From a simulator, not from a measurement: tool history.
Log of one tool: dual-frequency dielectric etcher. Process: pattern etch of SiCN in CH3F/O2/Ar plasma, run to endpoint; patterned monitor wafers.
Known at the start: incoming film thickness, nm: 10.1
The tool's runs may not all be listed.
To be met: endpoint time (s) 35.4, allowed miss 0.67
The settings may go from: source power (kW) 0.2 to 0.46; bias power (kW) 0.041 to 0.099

run    day  source power (kW)  bias power (kW)  endpoint time (s)
  1      0               0.33             0.07             29.915
  2  0.121               0.35             0.07             29.296
  3  0.421               0.35            0.081             27.695
  4  0.525               0.32            0.081             28.579
  5  0.779               0.29            0.076             30.419
  6  0.929               0.27            0.073             31.654
  7  1.229               0.25            0.071              33.42
  8    1.3               0.24            0.071             33.751
  9  1.583               0.23            0.071             34.441

4 next moves are on the table. One of them brings every result within its allowed miss. Which?
  A  1.867               0.26            0.064                  ?
  B  1.867               0.25            0.067                  ?
  C  1.867               0.23            0.073                  ?
  D  1.867                0.2            0.075                  ?

move  endpoint time (s)
   A             33.794
   B             33.684
   C             33.606
   D              35.19
A: further off than the last run
B: further off than the last run
C: further off than the last run
D: meets every target
Answer: D
